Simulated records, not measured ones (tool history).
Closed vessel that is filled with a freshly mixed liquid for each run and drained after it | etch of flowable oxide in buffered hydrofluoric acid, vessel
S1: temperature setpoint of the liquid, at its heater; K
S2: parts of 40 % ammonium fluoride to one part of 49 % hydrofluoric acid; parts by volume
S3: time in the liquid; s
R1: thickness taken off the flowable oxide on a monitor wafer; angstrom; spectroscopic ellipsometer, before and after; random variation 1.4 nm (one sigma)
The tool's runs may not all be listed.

run	hour	S1	S2	S3	R1
1	0.0	295.15	7.0	105	3293.7
2	1.2	293.65	7.5	105	2821.2
3	6.2	293.65	7.5	105	2806.8
4	7.5	293.65	7.5	115	3087.5
5	15.6	292.65	8.0	115	2688.1
6	22.7	294.15	8.0	115	2933.3
7	30.9	294.15	8.0	115	2923.8
8	34.8	292.65	8.5	115	2548.8
9	37.2	291.65	8.5	115	2394.2
# hour 41.7: thermometer replaced
10	41.7	291.15	8.5	115	2647.0

Run 11 comes next. What will it give?
11	50.0	291.15	9.0	115	?

Run 11 gave R1 2488.9 angstrom.

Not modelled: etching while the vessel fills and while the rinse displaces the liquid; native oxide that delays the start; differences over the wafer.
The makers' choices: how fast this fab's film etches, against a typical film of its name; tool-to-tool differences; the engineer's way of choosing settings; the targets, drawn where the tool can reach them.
